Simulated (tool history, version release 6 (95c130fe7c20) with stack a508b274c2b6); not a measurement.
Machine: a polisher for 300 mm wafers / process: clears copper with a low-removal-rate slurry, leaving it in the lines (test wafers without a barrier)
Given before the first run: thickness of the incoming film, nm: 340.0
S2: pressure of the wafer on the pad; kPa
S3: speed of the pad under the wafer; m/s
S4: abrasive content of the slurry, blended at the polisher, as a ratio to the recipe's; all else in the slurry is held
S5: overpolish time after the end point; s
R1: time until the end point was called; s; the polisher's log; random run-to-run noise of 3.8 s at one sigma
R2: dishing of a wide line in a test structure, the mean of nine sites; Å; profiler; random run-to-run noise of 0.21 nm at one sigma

{"run": 1, "hour": 0.0, "flow of slurry (ml/min)": 120, "S2": 18.6, "S3": 1.06, "S4": 1, "S5": 13, "R1": 138.16, "R2": 248.19}
{"run": 2, "hour": 6.4, "flow of slurry (ml/min)": 120, "S2": 18.6, "S3": 1.06, "S4": 1, "S5": 11, "R1": 137.55, "R2": 212.92}
{"run": 3, "hour": 7.4, "flow of slurry (ml/min)": 120, "S2": 18.6, "S3": 1.06, "S4": 1.1, "S5": 11, "R1": 135.54, "R2": 217.8}
{"run": 4, "hour": 11.8, "flow of slurry (ml/min)": 95, "S2": 18.6, "S3": 1.06, "S4": 1.1, "S5": 11, "R1": 140.49, "R2": 210.13}
{"run": 5, "hour": 12.5, "flow of slurry (ml/min)": 95, "S2": 17.2, "S3": 1.06, "S4": 1.1, "S5": 12, "R1": 145.42, "R2": 211.74}
{"run": 6, "hour": 21.0, "flow of slurry (ml/min)": 120, "S2": 17.2, "S3": 1.06, "S4": 1.1, "S5": 12, "R1": 150.01, "R2": 220.74}
{"run": 7, "hour": 25.8, "flow of slurry (ml/min)": 115, "S2": 15.9, "S3": 1.06, "S4": 1.1, "S5": 12, "R1": 154.51, "R2": 200.09}
{"run": 8, "hour": 32.2, "flow of slurry (ml/min)": 115, "S2": 15.2, "S3": 1.04, "S4": 1.15, "S5": 13, "R1": 169.45, "R2": 205.11}
{"run": 9, "hour": 41.1, "flow of slurry (ml/min)": 115, "S2": 14.5, "S3": 1.04, "S4": 1.15, "S5": 13, "R1": 177.31, "R2": 198.68}

Expected results for the next run?
{"run": 10, "hour": 44.3, "flow of slurry (ml/min)": 115, "S2": 13.8, "S3": 1.04, "S4": 1.15, "S5": 13, "R1": "?", "R2": "?"}

{"run 10": {"R1": 179.46, "R2": 189.05}}

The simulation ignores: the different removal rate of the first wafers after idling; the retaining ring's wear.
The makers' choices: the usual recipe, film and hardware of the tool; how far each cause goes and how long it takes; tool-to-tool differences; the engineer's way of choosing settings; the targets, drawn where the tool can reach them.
